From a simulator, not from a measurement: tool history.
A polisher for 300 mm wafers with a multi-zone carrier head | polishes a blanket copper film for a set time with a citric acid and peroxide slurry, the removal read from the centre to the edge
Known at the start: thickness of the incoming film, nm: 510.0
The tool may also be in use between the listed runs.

| run | day | flow of slurry (ml/min) | pressure of the head's centre zone | pressure of the head's middle zone | pressure of the head's edge zone | abrasive content of the slurry | polishing time (s) | film removed at the wafer's centre (Å) | film removed at mid-radius (Å) | film removed at the wafer's edge (Å) |
|---|---|---|---|---|---|---|---|---|---|---|
| 1 | 0.000 | 265 | 1.00 | 1.00 | 1.00 | 1.00 | 58 | 1175.9 | 1198.6 | 1178.9 |
| 2 | 0.121 | 265 | 1.00 | 0.99 | 1.02 | 1.05 | 60 | 1213.9 | 1226.0 | 1262.4 |
| 3 | 0.429 | 270 | 1.01 | 0.99 | 1.04 | 1.10 | 61 | 1263.0 | 1278.7 | 1310.4 |
| 4 | 0.750 | 270 | 1.02 | 0.98 | 1.06 | 1.15 | 62 | 1349.6 | 1294.3 | 1349.9 |
| 5 | 0.808 | 270 | 1.02 | 0.95 | 1.06 | 1.15 | 62 | 1332.4 | 1296.1 | 1330.0 |
| 6 | 1.142 | 270 | 1.02 | 0.87 | 1.06 | 1.15 | 62 | 1273.2 | 1181.5 | 1341.0 |
| 7 | 1.300 | 270 | 1.02 | 0.87 | 1.07 | 1.20 | 64 | 1368.6 | 1232.7 | 1407.0 |
| 8 | 1.417 | 270 | 1.01 | 0.87 | 1.08 | 1.25 | 65 | 1410.8 | 1270.1 | 1455.8 |

Forecast run 9:
| 9 | 1.596 | 270 | 1.00 | 0.88 | 1.09 | 1.30 | 66 | ? | ? | ? |

Run 9 gave film removed at the wafer's centre (Å) 1452.6, film removed at mid-radius (Å) 1332.4, film removed at the wafer's edge (Å) 1499.3.
